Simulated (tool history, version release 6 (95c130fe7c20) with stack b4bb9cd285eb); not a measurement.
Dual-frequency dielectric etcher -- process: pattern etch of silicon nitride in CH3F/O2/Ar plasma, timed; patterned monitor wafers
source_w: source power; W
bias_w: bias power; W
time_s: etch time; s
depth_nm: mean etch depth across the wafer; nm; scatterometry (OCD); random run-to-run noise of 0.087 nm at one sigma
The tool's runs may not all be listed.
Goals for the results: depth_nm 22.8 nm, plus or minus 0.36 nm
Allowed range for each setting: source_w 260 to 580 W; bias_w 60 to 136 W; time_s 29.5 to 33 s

run 1 hour=0 | source_w=420 bias_w=98 time_s=33 | depth_nm=24.471
run 2 hour=4.5 | source_w=470 bias_w=98 time_s=33 | depth_nm=25.304
run 3 hour=11.5 | source_w=430 bias_w=96 time_s=33 | depth_nm=24.434
run 4 hour=12.2 | source_w=430 bias_w=96 time_s=29.5 | depth_nm=22.143
run 5 hour=19.5 | source_w=430 bias_w=86 time_s=29.5 | depth_nm=21.442
run 6 hour=23.7 | source_w=430 bias_w=70 time_s=29.5 | depth_nm=20.578
run 7 hour=24.3 | source_w=460 bias_w=71 time_s=29.5 | depth_nm=20.875
run 8 hour=28.3 | source_w=490 bias_w=73 time_s=29.5 | depth_nm=21.333

Exercise: of the 5 proposed moves below, exactly one satisfies all targets within the stated allowed misses. Which move is it?
run A hour=32.3 | source_w=470 bias_w=77 time_s=32.5 | depth_nm=?
run B hour=32.3 | source_w=490 bias_w=77 time_s=31 | depth_nm=?
run C hour=32.3 | source_w=460 bias_w=60 time_s=31.5 | depth_nm=?
run D hour=32.3 | source_w=490 bias_w=74 time_s=32.5 | depth_nm=?
run E hour=32.3 | source_w=460 bias_w=87 time_s=29.5 | depth_nm=?

move=A depth_nm=23.642
move=B depth_nm=22.776
move=C depth_nm=21.763
move=D depth_nm=23.692
move=E depth_nm=21.897
A: the result that was furthest off in the last run now lies on the other side of its target
B: hits every target within its allowed miss
C: an improvement on the last run, though not all results are within tolerance
D: the result that was furthest off in the last run now lies on the other side of its target
E: an improvement on the last run, though not all results are within tolerance
So the answer is move B, the one that meets all the targets.
